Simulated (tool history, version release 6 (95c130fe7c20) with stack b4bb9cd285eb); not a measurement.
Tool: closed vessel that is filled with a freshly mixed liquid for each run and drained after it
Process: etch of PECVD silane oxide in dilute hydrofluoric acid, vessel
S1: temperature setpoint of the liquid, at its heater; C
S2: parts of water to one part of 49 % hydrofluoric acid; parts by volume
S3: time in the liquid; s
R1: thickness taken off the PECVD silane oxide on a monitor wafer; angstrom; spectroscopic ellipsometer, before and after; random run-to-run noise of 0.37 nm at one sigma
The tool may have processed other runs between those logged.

{"run": 1, "day": 0.0, "S1": 23, "S2": 85, "S3": 125, "R1": 606.58}
{"run": 2, "day": 0.033, "S1": 23, "S2": 85, "S3": 135, "R1": 645.59}
{"run": 3, "day": 0.379, "S1": 23, "S2": 60, "S3": 135, "R1": 949.63}
{"run": 4, "day": 0.725, "S1": 21, "S2": 60, "S3": 135, "R1": 880.4}
{"run": 5, "day": 1.025, "S1": 20, "S2": 60, "S3": 135, "R1": 848.02}
{"run": 6, "day": 1.217, "S1": 20, "S2": 60, "S3": 135, "R1": 833.91}

Run 7, settings as shown, results not yet in. Your forecast:
{"run": 7, "day": 1.354, "S1": 19, "S2": 60, "S3": 135, "R1": "?"}

R1: 805.66 angstrom

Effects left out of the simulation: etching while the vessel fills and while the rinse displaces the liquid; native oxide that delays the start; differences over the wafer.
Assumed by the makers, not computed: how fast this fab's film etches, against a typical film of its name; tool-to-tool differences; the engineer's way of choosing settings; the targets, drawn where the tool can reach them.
